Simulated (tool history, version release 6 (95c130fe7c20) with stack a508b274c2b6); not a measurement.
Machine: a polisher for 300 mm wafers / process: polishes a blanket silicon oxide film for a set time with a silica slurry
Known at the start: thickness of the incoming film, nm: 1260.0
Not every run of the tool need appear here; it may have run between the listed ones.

run  hour  flow of slurry (ml/min)  pressure of the wafer on the pad (psi)  speed of the pad under the wafer (m/s)  abrasive content of the slurry  polishing time (s)  film removed (nm)
  1   0.0                      250                                     4.0                                    1.32                             1.0                  74             248.10
  2   5.6                      310                                     4.0                                    1.32                             1.0                  74             256.30
  3  12.1                      310                                     4.0                                    1.32                             1.0                  78             274.05
  4  19.8                      270                                     4.0                                    1.32                             1.0                  78             270.13
  5  24.7                      270                                     4.0                                    1.32                             0.9                  78             250.10
  6  25.7                      270                                     3.6                                    1.30                             0.9                  78             218.93
  7  26.7                      270                                     3.4                                    1.30                             0.9                  78             214.44
  8  33.6                      270                                     3.2                                    1.30                             0.9                  78             199.70

Run 9 comes next. What will it give?
  9  41.6                      270                                     3.1                                    1.30                             0.9                  78                  ?

{"run 9": {"film removed (nm)": 192.73}}

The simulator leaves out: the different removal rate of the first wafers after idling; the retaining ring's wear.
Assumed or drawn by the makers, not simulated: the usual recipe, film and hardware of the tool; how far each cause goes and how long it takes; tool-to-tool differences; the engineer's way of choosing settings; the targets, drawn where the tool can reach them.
